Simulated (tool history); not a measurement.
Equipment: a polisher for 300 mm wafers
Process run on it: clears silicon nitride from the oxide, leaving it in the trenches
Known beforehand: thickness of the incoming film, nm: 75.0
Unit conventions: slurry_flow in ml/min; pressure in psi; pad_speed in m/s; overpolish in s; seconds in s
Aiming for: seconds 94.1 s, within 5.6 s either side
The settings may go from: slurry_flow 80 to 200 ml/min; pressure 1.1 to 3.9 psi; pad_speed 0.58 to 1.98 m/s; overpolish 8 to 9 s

run    day  slurry_flow  pressure  pad_speed  overpolish  seconds
  1      0          130       2.5       1.28           9   64.924
  2  0.333          130       2.5       1.02           9   76.429
  3    0.5          130       2.9       1.02           9   64.808
  4  0.833          130       2.7          1           9   71.878
  5  1.042          155       2.7          1           9   71.067
  6  1.167          155       2.7          1           8   70.513
  7  1.304          155       2.6          1           8   74.201
  8  1.642          155       2.5          1           8   73.751
  9    1.9          155       2.5          1           8   75.859

Next run, 5 choices. One meets every target within its allowed miss, the rest don't. Which?
  A  2.158          180       2.6       0.68           8        ?
  B  2.158          165       3.2       1.12           8        ?
  C  2.158          160       2.6       0.58           9        ?
  D  2.158          140       2.9       1.06           9        ?
  E  2.158          145       2.1       0.78           9        ?

move  seconds
   A    90.23
   B   52.773
   C    102.2
   D   61.906
   E   102.22
A: all results land within tolerance of their targets
B: its largest miss is bigger than the last run's
C: takes the biggest miss from the last run beyond its target
D: its largest miss is bigger than the last run's
E: takes the biggest miss from the last run beyond its target
Answer: A

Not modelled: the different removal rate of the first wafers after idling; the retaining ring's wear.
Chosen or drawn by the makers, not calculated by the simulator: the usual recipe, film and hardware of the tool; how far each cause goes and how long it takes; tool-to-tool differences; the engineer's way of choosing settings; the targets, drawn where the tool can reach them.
